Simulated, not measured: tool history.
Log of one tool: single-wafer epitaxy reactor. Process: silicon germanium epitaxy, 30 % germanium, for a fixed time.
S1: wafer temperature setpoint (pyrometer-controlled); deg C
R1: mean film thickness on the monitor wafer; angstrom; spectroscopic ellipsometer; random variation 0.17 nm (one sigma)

Run 1, hour 0.0: S1 595 deg C, chamber pressure (Torr) 25.3. Result: R1 618.23 angstrom.
Run 2, hour 6.5: S1 593 deg C, chamber pressure (Torr) 25.2. Result: R1 597.04 angstrom.
Run 3, hour 10.2: S1 593 deg C, chamber pressure (Torr) 28.9. Result: R1 636.59 angstrom.
Run 4, hour 16.5: S1 602 deg C, chamber pressure (Torr) 28.9. Result: R1 740.16 angstrom.
Run 5, hour 22.0: S1 598 deg C, chamber pressure (Torr) 28.8. Result: R1 692.16 angstrom.
Run 6, hour 25.8: S1 595 deg C, chamber pressure (Torr) 28.7. Result: R1 655.71 angstrom.
Run 7, hour 27.7: S1 592 deg C, chamber pressure (Torr) 28.6. Result: R1 623.70 angstrom.

Forecast run 8:
Run 8, hour 29.8: S1 590 deg C, chamber pressure (Torr) 28.5. Result: R1 ?.

{"run 8": {"R1": 597.62}}

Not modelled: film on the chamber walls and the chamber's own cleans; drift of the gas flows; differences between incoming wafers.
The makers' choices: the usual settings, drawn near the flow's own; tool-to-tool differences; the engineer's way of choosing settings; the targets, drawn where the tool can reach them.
